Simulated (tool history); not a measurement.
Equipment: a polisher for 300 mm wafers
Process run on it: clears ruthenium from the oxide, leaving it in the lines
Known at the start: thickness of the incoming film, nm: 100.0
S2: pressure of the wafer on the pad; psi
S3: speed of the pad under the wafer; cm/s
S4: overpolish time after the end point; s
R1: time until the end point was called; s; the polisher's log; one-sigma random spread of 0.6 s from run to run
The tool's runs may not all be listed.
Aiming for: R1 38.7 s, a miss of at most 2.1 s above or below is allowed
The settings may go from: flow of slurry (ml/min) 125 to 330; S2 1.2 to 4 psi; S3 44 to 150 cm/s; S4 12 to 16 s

{"run": 1, "hour": 0.0, "flow of slurry (ml/min)": 210, "S2": 2.6, "S3": 96, "S4": 16, "R1": 52.624}
{"run": 2, "hour": 4.8, "flow of slurry (ml/min)": 210, "S2": 2.8, "S3": 96, "S4": 16, "R1": 50.857}
{"run": 3, "hour": 12.3, "flow of slurry (ml/min)": 210, "S2": 2.8, "S3": 96, "S4": 12, "R1": 52.625}
{"run": 4, "hour": 13.5, "flow of slurry (ml/min)": 210, "S2": 2.8, "S3": 76, "S4": 12, "R1": 60.984}
{"hour": 16.8, "done": "worn pad replaced by a new one"}
{"run": 5, "hour": 16.8, "flow of slurry (ml/min)": 210, "S2": 2.8, "S3": 76, "S4": 16, "R1": 55.985}
{"run": 6, "hour": 24.7, "flow of slurry (ml/min)": 210, "S2": 3.2, "S3": 76, "S4": 16, "R1": 50.045}
{"run": 7, "hour": 30.6, "flow of slurry (ml/min)": 210, "S2": 3.4, "S3": 78, "S4": 16, "R1": 45.931}
{"run": 8, "hour": 35.5, "flow of slurry (ml/min)": 210, "S2": 3.5, "S3": 78, "S4": 16, "R1": 44.995}
{"run": 9, "hour": 43.1, "flow of slurry (ml/min)": 210, "S2": 3.6, "S3": 78, "S4": 16, "R1": 43.987}

Exactly one of the 4 candidate moves below puts every result within its allowed miss. Which one?
{"run": "A", "hour": 50.7, "flow of slurry (ml/min)": 230, "S2": 3.8, "S3": 84, "S4": 16, "R1": "?"}
{"run": "B", "hour": 50.7, "flow of slurry (ml/min)": 165, "S2": 4, "S3": 70, "S4": 16, "R1": "?"}
{"run": "C", "hour": 50.7, "flow of slurry (ml/min)": 200, "S2": 3.9, "S3": 68, "S4": 15, "R1": "?"}
{"run": "D", "hour": 50.7, "flow of slurry (ml/min)": 195, "S2": 3.7, "S3": 80, "S4": 16, "R1": "?"}

move=A R1=39.272
move=B R1=44.794
move=C R1=45.699
move=D R1=42.558
A: every result lands within tolerance
B: misses by more than the last run did
C: misses by more than the last run did
D: nearer the targets than the last run, but a result is still out of spec
Correct choice: A, which meets every target
